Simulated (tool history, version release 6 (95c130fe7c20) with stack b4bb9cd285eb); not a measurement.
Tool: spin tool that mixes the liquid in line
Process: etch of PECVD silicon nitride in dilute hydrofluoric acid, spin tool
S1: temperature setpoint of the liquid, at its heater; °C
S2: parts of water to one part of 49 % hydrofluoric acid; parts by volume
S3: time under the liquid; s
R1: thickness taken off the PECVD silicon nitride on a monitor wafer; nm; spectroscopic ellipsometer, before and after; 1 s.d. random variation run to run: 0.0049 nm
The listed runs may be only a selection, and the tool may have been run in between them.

run 1 hour=0 | S1=25 S2=125 S3=95 | R1=1.3625
run 2 hour=0.7 | S1=23.5 S2=130 S3=95 | R1=1.2213
run 3 hour=5.5 | S1=23.5 S2=105 S3=95 | R1=1.4923
run 4 hour=8.3 | S1=22.5 S2=115 S3=95 | R1=1.2676
run 5 hour=11.1 | S1=22.5 S2=115 S3=75 | R1=0.98904
run 6 hour=18.2 | S1=21.5 S2=115 S3=75 | R1=0.94228
run 7 hour=25.9 | S1=21.5 S2=115 S3=75 | R1=0.94825

What does the tool deliver on the next run?
run 8 hour=28 | S1=20.5 S2=115 S3=75 | R1=?

Run 8 gave R1 0.87044 nm.

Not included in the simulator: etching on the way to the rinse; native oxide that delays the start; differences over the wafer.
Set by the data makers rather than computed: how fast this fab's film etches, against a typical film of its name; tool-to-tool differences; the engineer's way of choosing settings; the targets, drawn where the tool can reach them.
